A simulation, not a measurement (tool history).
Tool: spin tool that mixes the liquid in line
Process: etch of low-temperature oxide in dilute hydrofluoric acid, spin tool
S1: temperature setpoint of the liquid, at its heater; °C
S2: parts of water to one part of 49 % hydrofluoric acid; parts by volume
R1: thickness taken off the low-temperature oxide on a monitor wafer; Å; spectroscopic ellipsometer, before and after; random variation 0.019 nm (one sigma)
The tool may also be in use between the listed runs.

run 1 hour=0.0 | S1=21.0 S2=145 time_under_the_liquid_(s)=65 | R1=81.884
run 2 hour=1.1 | S1=20.5 S2=160 time_under_the_liquid_(s)=65 | R1=71.292
run 3 hour=2.1 | S1=18.5 S2=160 time_under_the_liquid_(s)=65 | R1=65.963
run 4 hour=10.9 | S1=18.5 S2=170 time_under_the_liquid_(s)=65 | R1=61.113
run 5 hour=12.7 | S1=18.5 S2=170 time_under_the_liquid_(s)=65 | R1=60.842
run 6 hour=18.8 | S1=18.5 S2=180 time_under_the_liquid_(s)=65 | R1=57.539
run 7 hour=19.9 | S1=18.5 S2=190 time_under_the_liquid_(s)=65 | R1=53.854
run 8 hour=21.8 | S1=17.0 S2=245 time_under_the_liquid_(s)=65 | R1=37.436

Run 9 comes next. What will it give?
-- hour=28.1 thermometer replaced
run 9 hour=28.1 | S1=17.0 S2=250 time_under_the_liquid_(s)=55 | R1=?

Run 9 gave R1 28.556 Å.

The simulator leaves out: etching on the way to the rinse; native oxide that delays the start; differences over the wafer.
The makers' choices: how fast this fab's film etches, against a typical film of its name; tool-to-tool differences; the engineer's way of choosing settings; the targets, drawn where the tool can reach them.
